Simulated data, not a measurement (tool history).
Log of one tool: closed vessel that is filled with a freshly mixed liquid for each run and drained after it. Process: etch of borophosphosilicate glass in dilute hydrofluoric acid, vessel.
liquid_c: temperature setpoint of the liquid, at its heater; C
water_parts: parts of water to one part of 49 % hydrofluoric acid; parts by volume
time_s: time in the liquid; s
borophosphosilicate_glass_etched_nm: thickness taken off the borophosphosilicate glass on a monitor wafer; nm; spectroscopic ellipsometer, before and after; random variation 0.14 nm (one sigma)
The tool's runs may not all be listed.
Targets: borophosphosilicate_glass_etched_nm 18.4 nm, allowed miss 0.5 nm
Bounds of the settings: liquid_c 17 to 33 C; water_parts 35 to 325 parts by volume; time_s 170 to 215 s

run	day	liquid_c	water_parts	time_s	borophosphosilicate_glass_etched_nm
1	0	25	180	215	28.911
2	0.392	25	180	170	22.627
3	0.721	23.5	180	170	21.441
4	1.108	23.5	130	170	31.3
5	1.3	22	140	170	26.769
6	1.55	22	140	170	27.137
7	1.888	20.5	145	170	24.739
8	2.258	19.5	150	170	23.041
9	2.542	19	155	170	21.137
10	2.825	18.5	155	170	20.922
11	2.946	17	170	170	17.684

4 next moves are on the table. One of them brings every result within its allowed miss. Which?
A	3.067	18	180	195	?
B	3.067	20.5	195	170	?
C	3.067	19.5	205	200	?
D	3.067	17	195	215	?

move	borophosphosilicate_glass_etched_nm
A	19.91
B	17.415
C	18.567
D	19.197
A: takes the result that was furthest off past its target
B: further off than the last run
C: meets every target
D: takes the result that was furthest off past its target
The right move is C.
